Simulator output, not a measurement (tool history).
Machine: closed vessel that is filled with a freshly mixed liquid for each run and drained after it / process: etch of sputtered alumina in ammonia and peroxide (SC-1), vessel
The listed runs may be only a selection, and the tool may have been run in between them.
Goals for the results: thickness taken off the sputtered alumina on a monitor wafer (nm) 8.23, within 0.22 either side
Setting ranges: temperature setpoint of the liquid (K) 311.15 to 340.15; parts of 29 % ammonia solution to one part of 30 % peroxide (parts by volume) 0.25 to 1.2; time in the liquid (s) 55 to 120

| run | day | temperature setpoint of the liquid (K) | parts of 29 % ammonia solution to one part of 30 % peroxide (parts by volume) | time in the liquid (s) | thickness taken off the sputtered alumina on a monitor wafer (nm) |
|---|---|---|---|---|---|
| 1 | 0 | 324.15 | 0.95 | 120 | 9.9086 |
| 2 | 0.254 | 317.65 | 0.95 | 120 | 6.9489 |
| 3 | 0.517 | 318.15 | 0.95 | 120 | 7.2202 |
| 4 | 0.754 | 318.15 | 0.95 | 55 | 3.308 |
| 5 | 0.921 | 318.15 | 0.95 | 55 | 3.3243 |
| 6 | 0.975 | 318.15 | 0.95 | 120 | 7.1157 |
| 7 | 1.242 | 318.65 | 0.95 | 120 | 7.4123 |
| 8 | 1.346 | 319.15 | 0.95 | 120 | 7.5388 |
| 9 | 1.475 | 319.65 | 0.95 | 120 | 7.9144 |

Below are 4 possible settings for the next run. Only one of them brings all results inside the allowed miss of their targets. Which is it?
| A | 1.604 | 321.15 | 1.05 | 105 | ? |
| B | 1.604 | 321.65 | 1 | 120 | ? |
| C | 1.604 | 320.15 | 1.1 | 120 | ? |
| D | 1.604 | 322.65 | 0.8 | 115 | ? |

| move | thickness taken off the sputtered alumina on a monitor wafer (nm) |
|---|---|
| A | 7.537 |
| B | 8.8156 |
| C | 8.1813 |
| D | 8.7413 |
A: its largest miss is bigger than the last run's
B: moves the result that the last run missed by most past its target, out the other side
C: in spec on every target
D: moves the result that the last run missed by most past its target, out the other side
Correct choice: C, which meets every target
